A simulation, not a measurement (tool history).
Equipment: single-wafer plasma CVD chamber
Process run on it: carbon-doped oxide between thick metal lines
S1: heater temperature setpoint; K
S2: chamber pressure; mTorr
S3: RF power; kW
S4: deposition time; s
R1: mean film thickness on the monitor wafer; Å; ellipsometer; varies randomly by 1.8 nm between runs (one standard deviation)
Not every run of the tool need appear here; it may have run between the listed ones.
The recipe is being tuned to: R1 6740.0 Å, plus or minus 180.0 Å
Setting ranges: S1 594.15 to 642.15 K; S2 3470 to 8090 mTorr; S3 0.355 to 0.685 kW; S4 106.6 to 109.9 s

run,hour,S1,S2,S3,S4,R1
1,0.0,618.15,5780,0.520,106.6,5957.6
2,6.6,610.15,5780,0.520,106.6,6106.3
3,11.9,609.15,5860,0.530,106.8,6174.2
4,18.9,609.15,5890,0.540,107.0,6201.2
5,22.4,609.15,5900,0.555,107.4,6281.6
6,31.2,609.15,5920,0.565,107.9,6400.5
7,32.1,609.15,5920,0.565,107.9,6409.3
8,36.7,609.15,5940,0.575,108.1,6465.2
9,44.4,609.15,5960,0.580,108.3,6483.6
10,48.2,609.15,5960,0.580,108.3,6493.5
11,49.3,609.15,5980,0.585,108.5,6518.7

Exactly one of the 4 candidate moves below puts every result within its allowed miss. Which one?
A,50.4,605.15,5940,0.520,107.6,?
B,50.4,610.15,7410,0.580,109.9,?
C,50.4,616.15,5000,0.575,106.6,?
D,50.4,608.15,6000,0.555,107.4,?

move,R1
A,6290.8
B,6728.2
C,6067.5
D,6376.7
A: misses by more than the last run did
B: all results land within tolerance of their targets
C: misses by more than the last run did
D: misses by more than the last run did
Correct choice: B, which meets every target
